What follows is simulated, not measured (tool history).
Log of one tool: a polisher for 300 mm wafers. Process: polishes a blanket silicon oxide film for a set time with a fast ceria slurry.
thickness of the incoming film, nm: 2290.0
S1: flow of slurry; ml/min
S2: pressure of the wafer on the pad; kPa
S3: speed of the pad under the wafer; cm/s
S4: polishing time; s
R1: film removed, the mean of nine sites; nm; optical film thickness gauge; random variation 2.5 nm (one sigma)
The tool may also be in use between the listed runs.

{"run": 1, "hour": 0.0, "S1": 160, "S2": 11.7, "S3": 88, "S4": 52, "R1": 441.74}
{"run": 2, "hour": 4.3, "S1": 160, "S2": 11.7, "S3": 88, "S4": 52, "R1": 448.91}
{"run": 3, "hour": 11.1, "S1": 160, "S2": 11.7, "S3": 88, "S4": 54, "R1": 460.52}
{"run": 4, "hour": 18.3, "S1": 160, "S2": 11.7, "S3": 88, "S4": 52, "R1": 441.66}
{"run": 5, "hour": 23.4, "S1": 155, "S2": 11.0, "S3": 88, "S4": 52, "R1": 417.85}
{"run": 6, "hour": 28.9, "S1": 155, "S2": 11.0, "S3": 96, "S4": 52, "R1": 453.43}
{"run": 7, "hour": 36.4, "S1": 150, "S2": 10.3, "S3": 96, "S4": 52, "R1": 418.33}
{"run": 8, "hour": 42.0, "S1": 145, "S2": 10.3, "S3": 96, "S4": 52, "R1": 418.07}
{"run": 9, "hour": 44.3, "S1": 140, "S2": 10.3, "S3": 96, "S4": 52, "R1": 412.93}
{"run": 10, "hour": 51.7, "S1": 135, "S2": 10.3, "S3": 96, "S4": 52, "R1": 415.7}
{"run": 11, "hour": 59.3, "S1": 135, "S2": 10.3, "S3": 96, "S4": 52, "R1": 414.22}

What does the tool deliver on the next run?
{"run": 12, "hour": 64.1, "S1": 135, "S2": 10.3, "S3": 96, "S4": 52, "R1": "?"}

Run 12 measured R1 419.59 nm.
